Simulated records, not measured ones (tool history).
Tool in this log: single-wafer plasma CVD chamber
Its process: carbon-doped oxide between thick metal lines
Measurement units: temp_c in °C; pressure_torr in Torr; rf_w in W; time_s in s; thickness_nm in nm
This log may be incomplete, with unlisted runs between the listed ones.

Run 1, day 0.000: temp_c 340 °C, pressure_torr 6.09 Torr, rf_w 420 W, time_s 223 s. Result: thickness_nm 965.98 nm.
Run 2, day 0.254: temp_c 329 °C, pressure_torr 6.09 Torr, rf_w 420 W, time_s 223 s. Result: thickness_nm 996.67 nm.
Run 3, day 0.412: temp_c 324 °C, pressure_torr 6.09 Torr, rf_w 420 W, time_s 223 s. Result: thickness_nm 1012.00 nm.
Run 4, day 0.492: temp_c 328 °C, pressure_torr 6.09 Torr, rf_w 420 W, time_s 223 s. Result: thickness_nm 1005.10 nm.
Run 5, day 0.779: temp_c 328 °C, pressure_torr 6.09 Torr, rf_w 395 W, time_s 223 s. Result: thickness_nm 961.04 nm.
Run 6, day 0.804: temp_c 327 °C, pressure_torr 6.23 Torr, rf_w 410 W, time_s 223 s. Result: thickness_nm 992.37 nm.

The next listed run, before its measurement:
At day 1.112: thermocouple changed; heater temperature recalibrated.
Run 7, day 1.112: temp_c 326 °C, pressure_torr 6.44 Torr, rf_w 420 W, time_s 223 s. Result: thickness_nm ?.

Run 7 came out at thickness_nm 1029.00 nm.
